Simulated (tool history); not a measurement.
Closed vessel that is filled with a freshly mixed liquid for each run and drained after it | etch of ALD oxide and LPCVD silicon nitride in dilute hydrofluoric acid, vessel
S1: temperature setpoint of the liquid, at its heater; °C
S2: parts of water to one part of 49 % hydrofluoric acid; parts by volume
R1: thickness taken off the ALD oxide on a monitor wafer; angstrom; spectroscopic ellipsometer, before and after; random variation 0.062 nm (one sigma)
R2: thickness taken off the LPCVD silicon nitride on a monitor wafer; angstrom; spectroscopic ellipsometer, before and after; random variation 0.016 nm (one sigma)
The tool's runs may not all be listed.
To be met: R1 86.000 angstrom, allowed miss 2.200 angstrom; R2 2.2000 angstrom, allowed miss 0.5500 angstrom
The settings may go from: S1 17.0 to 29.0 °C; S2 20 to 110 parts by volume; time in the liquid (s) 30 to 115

Run 1, hour 0.0: S1 21.0 °C, S2 60 parts by volume, time in the liquid (s) 60. Result: R1 171.590 angstrom, R2 4.1818 angstrom.
Run 2, hour 2.6: S1 20.5 °C, S2 65 parts by volume, time in the liquid (s) 60. Result: R1 155.270 angstrom, R2 3.7743 angstrom.
Run 3, hour 6.8: S1 20.0 °C, S2 70 parts by volume, time in the liquid (s) 60. Result: R1 139.890 angstrom, R2 3.2787 angstrom.
Run 4, hour 8.7: S1 20.0 °C, S2 75 parts by volume, time in the liquid (s) 60. Result: R1 130.330 angstrom, R2 3.0625 angstrom.
Run 5, hour 15.7: S1 20.0 °C, S2 75 parts by volume, time in the liquid (s) 50. Result: R1 108.710 angstrom, R2 2.4740 angstrom.
Run 6, hour 21.4: S1 20.0 °C, S2 85 parts by volume, time in the liquid (s) 50. Result: R1 93.811 angstrom, R2 2.4255 angstrom.
Run 7, hour 29.0: S1 20.0 °C, S2 85 parts by volume, time in the liquid (s) 50. Result: R1 93.894 angstrom, R2 2.3197 angstrom.
Run 8, hour 31.9: S1 18.5 °C, S2 85 parts by volume, time in the liquid (s) 50. Result: R1 88.633 angstrom, R2 1.9178 angstrom.
Run 9, hour 38.8: S1 19.0 °C, S2 85 parts by volume, time in the liquid (s) 50. Result: R1 90.642 angstrom, R2 2.0451 angstrom.

5 next moves are on the table. One of them brings every result within its allowed miss. Which?
Run A, hour 45.7: S1 23.0 °C, S2 100 parts by volume, time in the liquid (s) 45. Result: R1 ?, R2 ?.
Run B, hour 45.7: S1 19.5 °C, S2 85 parts by volume, time in the liquid (s) 50. Result: R1 ?, R2 ?.
Run C, hour 45.7: S1 18.5 °C, S2 90 parts by volume, time in the liquid (s) 55. Result: R1 ?, R2 ?.
Run D, hour 45.7: S1 20.0 °C, S2 95 parts by volume, time in the liquid (s) 60. Result: R1 ?, R2 ?.
Run E, hour 45.7: S1 20.5 °C, S2 95 parts by volume, time in the liquid (s) 50. Result: R1 ?, R2 ?.

move       R1      R2
   A   80.661  2.2949
   B   93.011  2.3599
   C   92.162  2.2917
   D  100.810  2.6292
   E   85.755  2.2668
A: takes the result that was furthest off past its target
B: further off than the last run
C: further off than the last run
D: further off than the last run
E: meets every target
The right move is E.
